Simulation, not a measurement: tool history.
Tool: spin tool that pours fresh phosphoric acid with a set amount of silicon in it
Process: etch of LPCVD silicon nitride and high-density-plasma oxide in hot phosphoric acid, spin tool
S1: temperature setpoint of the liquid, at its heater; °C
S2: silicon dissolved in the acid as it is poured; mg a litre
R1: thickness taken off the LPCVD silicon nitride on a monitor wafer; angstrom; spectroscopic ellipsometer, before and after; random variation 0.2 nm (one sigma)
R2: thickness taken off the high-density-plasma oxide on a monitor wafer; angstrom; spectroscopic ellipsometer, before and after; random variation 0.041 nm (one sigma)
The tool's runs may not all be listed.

{"run": 1, "hour": 0.0, "S1": 164.0, "S2": 9.5, "time under the liquid (s)": 180, "R1": 160.72, "R2": 10.669}
{"run": 2, "hour": 6.8, "S1": 164.5, "S2": 11.0, "time under the liquid (s)": 190, "R1": 170.24, "R2": 10.932}
{"run": 3, "hour": 13.2, "S1": 164.5, "S2": 11.5, "time under the liquid (s)": 200, "R1": 179.94, "R2": 11.611}
{"run": 4, "hour": 15.8, "S1": 164.5, "S2": 12.0, "time under the liquid (s)": 210, "R1": 191.39, "R2": 12.161}
{"run": 5, "hour": 17.9, "S1": 164.5, "S2": 16.5, "time under the liquid (s)": 210, "R1": 194.67, "R2": 11.545}
{"run": 6, "hour": 23.4, "S1": 163.0, "S2": 16.5, "time under the liquid (s)": 210, "R1": 181.68, "R2": 10.142}

Run 7 comes next. What will it give?
{"run": 7, "hour": 27.5, "S1": 165.5, "S2": 19.0, "time under the liquid (s)": 225, "R1": "?", "R2": "?"}

Run 7 gave R1 213.61 angstrom, R2 12.071 angstrom.
